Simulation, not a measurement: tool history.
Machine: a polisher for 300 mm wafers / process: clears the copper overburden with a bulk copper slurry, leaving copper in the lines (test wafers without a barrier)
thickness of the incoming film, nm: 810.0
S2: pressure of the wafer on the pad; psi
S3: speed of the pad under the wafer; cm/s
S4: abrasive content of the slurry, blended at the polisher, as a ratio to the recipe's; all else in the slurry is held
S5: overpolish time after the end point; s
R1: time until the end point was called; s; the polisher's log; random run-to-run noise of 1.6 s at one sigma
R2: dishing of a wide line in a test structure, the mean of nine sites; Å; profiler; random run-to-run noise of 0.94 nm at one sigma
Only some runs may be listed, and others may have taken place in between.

{"run": 1, "hour": 0.0, "flow of slurry (ml/min)": 155, "S2": 2.9, "S3": 112, "S4": 1.0, "S5": 27, "R1": 69.918, "R2": 1406.7}
{"run": 2, "hour": 2.6, "flow of slurry (ml/min)": 155, "S2": 2.9, "S3": 112, "S4": 1.0, "S5": 36, "R1": 68.621, "R2": 1583.0}
{"run": 3, "hour": 8.6, "flow of slurry (ml/min)": 155, "S2": 2.5, "S3": 116, "S4": 1.0, "S5": 30, "R1": 77.548, "R2": 1323.5}
{"run": 4, "hour": 14.6, "flow of slurry (ml/min)": 155, "S2": 2.5, "S3": 116, "S4": 1.0, "S5": 25, "R1": 77.868, "R2": 1209.0}
{"run": 5, "hour": 17.5, "flow of slurry (ml/min)": 145, "S2": 2.2, "S3": 124, "S4": 0.95, "S5": 21, "R1": 85.154, "R2": 1039.5}
{"run": 6, "hour": 25.9, "flow of slurry (ml/min)": 135, "S2": 2.0, "S3": 136, "S4": 0.85, "S5": 18, "R1": 90.292, "R2": 854.31}
{"run": 7, "hour": 32.1, "flow of slurry (ml/min)": 130, "S2": 1.8, "S3": 168, "S4": 0.6, "S5": 8, "R1": 95.395, "R2": 462.83}

Run 8 is up next; what results do you expect?
{"run": 8, "hour": 35.1, "flow of slurry (ml/min)": 130, "S2": 1.9, "S3": 164, "S4": 0.6, "S5": 8, "R1": "?", "R2": "?"}

Run 8 measured R1 90.194 s, R2 476.49 Å.
